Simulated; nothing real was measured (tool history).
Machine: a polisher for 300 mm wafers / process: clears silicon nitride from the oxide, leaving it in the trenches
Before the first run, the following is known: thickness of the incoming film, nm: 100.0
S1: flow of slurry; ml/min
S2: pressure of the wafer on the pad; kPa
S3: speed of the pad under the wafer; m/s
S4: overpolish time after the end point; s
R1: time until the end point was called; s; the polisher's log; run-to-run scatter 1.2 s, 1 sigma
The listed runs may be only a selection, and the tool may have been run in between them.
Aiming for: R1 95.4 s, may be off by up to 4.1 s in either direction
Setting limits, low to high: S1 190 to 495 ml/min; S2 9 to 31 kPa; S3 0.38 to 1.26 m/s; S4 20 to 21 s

run,day,S1,S2,S3,S4,R1
1,0,320,20,0.82,20,119.43
2,0.321,320,20,0.82,20,120.34
3,0.375,320,20,0.82,21,123.12
4,0.479,320,20.7,0.82,21,116.39
5,0.542,320,21.4,0.82,21,116.15
6,0.704,320,22.1,0.82,21,110.07
7,0.829,320,22.8,0.82,21,106.76
8,0.917,320,23.4,0.82,21,102.55
9,0.954,320,23.4,0.82,21,104.3
10,1.329,320,24.1,0.82,21,100.35

Exercise: of the 4 proposed moves below, exactly one satisfies all targets within the stated allowed misses. Which move is it?
A,1.704,320,21.4,0.88,21,?
B,1.704,375,17.2,1.12,21,?
C,1.704,340,30.3,0.64,21,?
D,1.704,280,25.5,0.76,20,?

move,R1
A,106.81
B,108.78
C,93.55
D,100.86
A: moves away from the targets compared with the last run
B: moves away from the targets compared with the last run
C: in spec on every target
D: moves away from the targets compared with the last run
C is the move that brings every result within its allowed miss.
